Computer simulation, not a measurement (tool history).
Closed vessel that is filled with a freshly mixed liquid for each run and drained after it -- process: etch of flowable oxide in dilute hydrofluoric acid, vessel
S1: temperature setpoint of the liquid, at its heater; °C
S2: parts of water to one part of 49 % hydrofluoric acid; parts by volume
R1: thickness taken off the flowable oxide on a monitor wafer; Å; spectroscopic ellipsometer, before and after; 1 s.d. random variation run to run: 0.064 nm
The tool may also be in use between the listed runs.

{"run": 1, "hour": 0.0, "S1": 22.0, "S2": 95, "time in the liquid (s)": 30, "R1": 85.912}
{"run": 2, "hour": 5.3, "S1": 22.0, "S2": 75, "time in the liquid (s)": 30, "R1": 111.44}
{"run": 3, "hour": 11.5, "S1": 22.0, "S2": 75, "time in the liquid (s)": 30, "R1": 112.15}
{"run": 4, "hour": 16.2, "S1": 25.5, "S2": 75, "time in the liquid (s)": 30, "R1": 128.94}
{"run": 5, "hour": 24.8, "S1": 23.5, "S2": 75, "time in the liquid (s)": 30, "R1": 118.04}
{"hour": 26.3, "done": "thermometer replaced"}
{"run": 6, "hour": 26.3, "S1": 23.5, "S2": 75, "time in the liquid (s)": 30, "R1": 125.69}
{"run": 7, "hour": 28.2, "S1": 22.5, "S2": 75, "time in the liquid (s)": 30, "R1": 123.89}
{"run": 8, "hour": 32.2, "S1": 22.0, "S2": 80, "time in the liquid (s)": 30, "R1": 111.82}
{"run": 9, "hour": 34.6, "S1": 22.0, "S2": 80, "time in the liquid (s)": 30, "R1": 109.9}
{"run": 10, "hour": 42.6, "S1": 21.5, "S2": 85, "time in the liquid (s)": 30, "R1": 101.78}
{"run": 11, "hour": 46.5, "S1": 21.0, "S2": 85, "time in the liquid (s)": 30, "R1": 101.59}
{"run": 12, "hour": 49.4, "S1": 20.5, "S2": 85, "time in the liquid (s)": 30, "R1": 97.596}

Forecast run 13:
{"run": 13, "hour": 56.4, "S1": 20.0, "S2": 85, "time in the liquid (s)": 30, "R1": "?"}

{"run 13": {"R1": 97.369}}
